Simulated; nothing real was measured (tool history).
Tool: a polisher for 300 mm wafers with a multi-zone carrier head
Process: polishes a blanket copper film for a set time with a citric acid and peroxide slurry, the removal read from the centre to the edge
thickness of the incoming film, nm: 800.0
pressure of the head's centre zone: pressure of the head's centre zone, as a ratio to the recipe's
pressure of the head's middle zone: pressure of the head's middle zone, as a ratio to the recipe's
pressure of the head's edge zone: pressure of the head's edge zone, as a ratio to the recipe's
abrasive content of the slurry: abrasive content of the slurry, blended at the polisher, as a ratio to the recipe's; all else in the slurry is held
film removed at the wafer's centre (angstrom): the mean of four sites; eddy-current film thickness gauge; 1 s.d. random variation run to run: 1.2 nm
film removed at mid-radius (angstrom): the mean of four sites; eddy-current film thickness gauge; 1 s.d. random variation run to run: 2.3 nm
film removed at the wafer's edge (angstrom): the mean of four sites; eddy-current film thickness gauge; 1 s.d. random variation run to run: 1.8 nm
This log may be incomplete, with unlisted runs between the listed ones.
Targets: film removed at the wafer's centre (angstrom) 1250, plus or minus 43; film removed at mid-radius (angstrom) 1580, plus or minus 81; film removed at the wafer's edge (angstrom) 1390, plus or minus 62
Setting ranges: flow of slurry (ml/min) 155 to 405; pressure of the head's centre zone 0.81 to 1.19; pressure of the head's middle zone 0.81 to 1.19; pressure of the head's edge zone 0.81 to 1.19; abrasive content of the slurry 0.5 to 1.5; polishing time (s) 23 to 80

| run | day | flow of slurry (ml/min) | pressure of the head's centre zone | pressure of the head's middle zone | pressure of the head's edge zone | abrasive content of the slurry | polishing time (s) | film removed at the wafer's centre (angstrom) | film removed at mid-radius (angstrom) | film removed at the wafer's edge (angstrom) |
|---|---|---|---|---|---|---|---|---|---|---|
| 1 | 0 | 260 | 1 | 1 | 1 | 1 | 51 | 1213.9 | 1189.1 | 1224.4 |
| 2 | 0.025 | 265 | 0.98 | 1.04 | 1.01 | 1.05 | 51 | 1205 | 1287 | 1253 |
| 3 | 0.1 | 265 | 0.98 | 1.04 | 1.01 | 0.9 | 51 | 1161.8 | 1204.8 | 1222 |
| 4 | 0.45 | 270 | 0.98 | 1.07 | 1.03 | 0.95 | 51 | 1203.3 | 1280.2 | 1215.9 |
| 5 | 0.538 | 270 | 1.01 | 1.07 | 1.03 | 0.95 | 51 | 1237.2 | 1311.2 | 1248.3 |
| 6 | 0.667 | 270 | 1.01 | 1.07 | 1.03 | 0.95 | 40 | 969.52 | 1019.5 | 984.33 |
| 7 | 0.975 | 285 | 0.93 | 1.17 | 1.09 | 1.2 | 52 | 1194.4 | 1456.7 | 1349.2 |
| 8 | 1.267 | 290 | 0.93 | 1.17 | 1.08 | 1.25 | 52 | 1211.8 | 1446.1 | 1316.9 |

Below are 4 possible settings for the next run. Only one of them brings all results inside the allowed miss of their targets. Which is it?
| A | 1.558 | 215 | 0.96 | 1.11 | 1.13 | 1.4 | 50 | ? | ? | ? |
| B | 1.558 | 280 | 0.92 | 1.13 | 1.19 | 1.15 | 52 | ? | ? | ? |
| C | 1.558 | 285 | 0.93 | 1.19 | 1.07 | 1.05 | 56 | ? | ? | ? |
| D | 1.558 | 360 | 0.89 | 0.96 | 1.1 | 1.3 | 52 | ? | ? | ? |

| move | film removed at the wafer's centre (angstrom) | film removed at mid-radius (angstrom) | film removed at the wafer's edge (angstrom) |
|---|---|---|---|
| A | 1157.9 | 1340.4 | 1298.2 |
| B | 1165.7 | 1423.3 | 1383.1 |
| C | 1256.7 | 1582.1 | 1394.2 |
| D | 1177.4 | 1304.3 | 1379.9 |
A: further off than the last run
B: further off than the last run
C: each result inside its tolerance
D: further off than the last run
So the answer is move C, the one that meets all the targets.
